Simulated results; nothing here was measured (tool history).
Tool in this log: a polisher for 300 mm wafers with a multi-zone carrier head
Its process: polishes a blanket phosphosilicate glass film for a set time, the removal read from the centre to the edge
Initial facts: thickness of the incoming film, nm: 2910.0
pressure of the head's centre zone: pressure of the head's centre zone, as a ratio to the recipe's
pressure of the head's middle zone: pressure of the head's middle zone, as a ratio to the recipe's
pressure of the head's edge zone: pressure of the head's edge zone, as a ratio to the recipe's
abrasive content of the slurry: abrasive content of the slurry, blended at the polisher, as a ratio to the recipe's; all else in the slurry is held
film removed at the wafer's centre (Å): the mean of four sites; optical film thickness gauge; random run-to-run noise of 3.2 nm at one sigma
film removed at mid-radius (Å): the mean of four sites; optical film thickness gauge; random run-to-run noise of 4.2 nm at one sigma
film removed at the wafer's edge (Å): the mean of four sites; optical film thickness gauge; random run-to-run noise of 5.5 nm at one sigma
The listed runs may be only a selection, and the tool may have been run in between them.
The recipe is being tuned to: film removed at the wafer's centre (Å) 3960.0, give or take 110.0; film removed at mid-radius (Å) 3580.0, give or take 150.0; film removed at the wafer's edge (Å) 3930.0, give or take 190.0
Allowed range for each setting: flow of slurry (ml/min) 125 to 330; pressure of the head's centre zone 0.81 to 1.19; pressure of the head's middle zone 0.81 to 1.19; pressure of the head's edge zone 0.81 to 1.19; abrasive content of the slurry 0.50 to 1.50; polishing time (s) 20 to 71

| run | hour | flow of slurry (ml/min) | pressure of the head's centre zone | pressure of the head's middle zone | pressure of the head's edge zone | abrasive content of the slurry | polishing time (s) | film removed at the wafer's centre (Å) | film removed at mid-radius (Å) | film removed at the wafer's edge (Å) |
|---|---|---|---|---|---|---|---|---|---|---|
| 1 | 0.0 | 210 | 1.00 | 1.00 | 1.00 | 1.00 | 45 | 2740.7 | 2855.0 | 2680.6 |
| 2 | 0.6 | 215 | 1.02 | 0.98 | 1.04 | 1.10 | 46 | 3077.8 | 3034.1 | 3024.6 |
| 3 | 8.0 | 225 | 1.03 | 0.98 | 1.07 | 1.15 | 46 | 3161.1 | 3040.4 | 3136.2 |
| 4 | 12.6 | 225 | 1.03 | 0.90 | 1.07 | 1.15 | 46 | 3228.9 | 2843.0 | 3145.4 |
| 5 | 19.7 | 230 | 1.04 | 0.93 | 1.09 | 1.20 | 46 | 3298.1 | 3023.2 | 3255.0 |
| 6 | 23.3 | 230 | 1.04 | 0.93 | 1.04 | 1.20 | 46 | 3310.1 | 2968.5 | 3283.6 |
| 7 | 28.4 | 240 | 1.06 | 0.96 | 1.05 | 1.25 | 46 | 3517.0 | 3193.1 | 3314.9 |
| 8 | 30.5 | 240 | 1.06 | 0.96 | 1.07 | 1.30 | 46 | 3546.8 | 3279.3 | 3378.6 |
| 9 | 33.1 | 265 | 1.07 | 0.90 | 1.17 | 1.50 | 47 | 3982.3 | 3377.4 | 3900.3 |
| 10 | 34.4 | 265 | 1.07 | 0.91 | 1.17 | 1.50 | 47 | 3982.2 | 3386.3 | 3985.2 |

4 next moves are on the table. One of them brings every result within its allowed miss. Which?
| A | 35.7 | 205 | 0.99 | 0.95 | 1.03 | 1.50 | 53 | ? | ? | ? |
| B | 35.7 | 255 | 1.06 | 0.94 | 1.12 | 1.50 | 48 | ? | ? | ? |
| C | 35.7 | 245 | 1.07 | 0.88 | 1.19 | 1.50 | 50 | ? | ? | ? |
| D | 35.7 | 260 | 1.12 | 0.81 | 1.19 | 1.40 | 47 | ? | ? | ? |

| move | film removed at the wafer's centre (Å) | film removed at mid-radius (Å) | film removed at the wafer's edge (Å) |
|---|---|---|---|
| A | 3964.5 | 3868.8 | 4079.5 |
| B | 3977.6 | 3578.2 | 3940.1 |
| C | 4157.9 | 3510.3 | 4220.7 |
| D | 4004.5 | 3014.9 | 3878.0 |
A: pushes the last run's worst result past its target
B: hits every target within its allowed miss
C: the furthest-off result lands on target, but another misses its tolerance
D: the biggest miss grows against the last run
B meets every target.
